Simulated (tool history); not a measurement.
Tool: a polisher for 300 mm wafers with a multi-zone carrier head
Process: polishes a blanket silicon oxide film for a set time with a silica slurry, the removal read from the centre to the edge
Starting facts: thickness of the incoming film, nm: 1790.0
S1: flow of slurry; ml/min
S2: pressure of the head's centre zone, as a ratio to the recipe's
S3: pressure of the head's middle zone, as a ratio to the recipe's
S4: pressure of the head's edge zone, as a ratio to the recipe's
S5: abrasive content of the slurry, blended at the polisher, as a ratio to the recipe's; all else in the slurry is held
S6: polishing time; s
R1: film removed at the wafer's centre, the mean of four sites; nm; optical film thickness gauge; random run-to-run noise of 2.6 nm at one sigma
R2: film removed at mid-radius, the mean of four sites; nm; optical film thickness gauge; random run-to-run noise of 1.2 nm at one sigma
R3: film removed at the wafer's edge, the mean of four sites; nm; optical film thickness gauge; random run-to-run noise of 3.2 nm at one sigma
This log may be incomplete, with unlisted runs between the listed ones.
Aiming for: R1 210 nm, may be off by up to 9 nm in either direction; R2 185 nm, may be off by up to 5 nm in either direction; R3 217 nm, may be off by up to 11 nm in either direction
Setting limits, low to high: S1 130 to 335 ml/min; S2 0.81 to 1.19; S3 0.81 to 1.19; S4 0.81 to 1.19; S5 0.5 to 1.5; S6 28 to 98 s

{"run": 1, "day": 0.0, "S1": 215, "S2": 1, "S3": 1, "S4": 1, "S5": 1, "S6": 63, "R1": 162.72, "R2": 165.54, "R3": 162.95}
{"run": 2, "day": 0.175, "S1": 215, "S2": 1, "S3": 1, "S4": 1.03, "S5": 1, "S6": 63, "R1": 158.31, "R2": 165.52, "R3": 163.03}
{"run": 3, "day": 0.292, "S1": 215, "S2": 1, "S3": 0.95, "S4": 1.03, "S5": 1, "S6": 63, "R1": 160.82, "R2": 158.18, "R3": 160.18}
{"run": 4, "day": 0.596, "S1": 215, "S2": 1, "S3": 0.95, "S4": 1.08, "S5": 1, "S6": 63, "R1": 158.72, "R2": 157.03, "R3": 172.57}
{"run": 5, "day": 0.775, "S1": 225, "S2": 1.03, "S3": 0.96, "S4": 1.1, "S5": 1.05, "S6": 63, "R1": 172.77, "R2": 162.24, "R3": 170.5}
{"run": 6, "day": 1.054, "S1": 225, "S2": 1.03, "S3": 0.96, "S4": 1.1, "S5": 1.05, "S6": 52, "R1": 137.31, "R2": 134.66, "R3": 139.93}
{"run": 7, "day": 1.296, "S1": 215, "S2": 1.04, "S3": 0.88, "S4": 1.19, "S5": 1.3, "S6": 65, "R1": 186.56, "R2": 166.23, "R3": 194.48}
{"run": 8, "day": 1.462, "S1": 220, "S2": 1.04, "S3": 0.88, "S4": 1.19, "S5": 1.35, "S6": 65, "R1": 191.48, "R2": 167.58, "R3": 200.84}
{"run": 9, "day": 1.771, "S1": 230, "S2": 1.04, "S3": 0.89, "S4": 1.19, "S5": 1.35, "S6": 65, "R1": 188.86, "R2": 172.7, "R3": 203.2}
{"run": 10, "day": 2.112, "S1": 235, "S2": 1.05, "S3": 0.89, "S4": 1.19, "S5": 1.35, "S6": 65, "R1": 194.48, "R2": 172.77, "R3": 201.48}
{"run": 11, "day": 2.142, "S1": 240, "S2": 1.05, "S3": 0.89, "S4": 1.19, "S5": 1.4, "S6": 65, "R1": 194.65, "R2": 175.43, "R3": 203.81}
{"run": 12, "day": 2.408, "S1": 240, "S2": 1.06, "S3": 0.88, "S4": 1.19, "S5": 1.45, "S6": 66, "R1": 205.64, "R2": 174.81, "R3": 212.43}
{"run": 13, "day": 2.458, "S1": 245, "S2": 1.06, "S3": 0.89, "S4": 1.19, "S5": 1.45, "S6": 66, "R1": 204.05, "R2": 178.29, "R3": 208.69}

Of the 4 settings listed for the next run, only one would bring every result within its allowed miss of target. Which one?
{"run": "A", "day": 2.508, "S1": 270, "S2": 1.06, "S3": 0.88, "S4": 1.19, "S5": 1.35, "S6": 69, "R1": "?", "R2": "?", "R3": "?"}
{"run": "B", "day": 2.508, "S1": 220, "S2": 1.1, "S3": 1.03, "S4": 1.14, "S5": 1.5, "S6": 60, "R1": "?", "R2": "?", "R3": "?"}
{"run": "C", "day": 2.508, "S1": 230, "S2": 1.07, "S3": 0.83, "S4": 1.19, "S5": 1.45, "S6": 67, "R1": "?", "R2": "?", "R3": "?"}
{"run": "D", "day": 2.508, "S1": 200, "S2": 0.95, "S3": 0.94, "S4": 1.19, "S5": 1.45, "S6": 69, "R1": "?", "R2": "?", "R3": "?"}

move=A R1=208.57 R2=184.87 R3=217.97
move=B R1=189.79 R2=185.85 R3=188.52
move=C R1=205.3 R2=172.32 R3=214.15
move=D R1=187.26 R2=193.97 R3=217.85
A: meets every target
B: meets the target for the result that was furthest off, but another lies outside its allowed miss
C: its largest miss is bigger than the last run's
D: takes the result that was furthest off past its target
The move that meets every target is A.
